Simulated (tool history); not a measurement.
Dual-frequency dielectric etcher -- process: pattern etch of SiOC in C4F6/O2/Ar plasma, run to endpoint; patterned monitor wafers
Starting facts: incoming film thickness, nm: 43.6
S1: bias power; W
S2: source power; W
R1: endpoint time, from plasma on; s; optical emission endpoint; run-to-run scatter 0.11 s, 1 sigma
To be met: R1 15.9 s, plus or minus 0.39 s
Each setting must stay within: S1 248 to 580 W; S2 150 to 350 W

run	hour	S1	S2	R1
1	0	414	250	17.014
2	6.3	423	250	16.917
3	10.8	432	250	17.014
4	17.8	361	250	18.228
5	21.6	361	230	18.761
# hour 30: wet clean of the chamber
6	30	361	260	19.243
7	36.2	377	260	18.77
8	37.1	460	280	16.896
9	40.5	467	280	16.644
10	43.1	472	280	16.399
11	48.7	475	280	16.504
12	55	479	280	16.19
13	57.9	479	280	16.643
14	64.7	485	280	16.286

Consider the 5 candidate settings below. Which is the only one whose results all fall within their allowed miss of target?
A	71.5	411	320	?
B	71.5	382	340	?
C	71.5	466	270	?
D	71.5	443	270	?
E	71.5	536	260	?

move	R1
A	16.693
B	16.854
C	16.789
D	17.158
E	16.013
A: lands further from the targets than the last run did
B: lands further from the targets than the last run did
C: lands further from the targets than the last run did
D: lands further from the targets than the last run did
E: hits every target within its allowed miss
The move that meets every target is E.
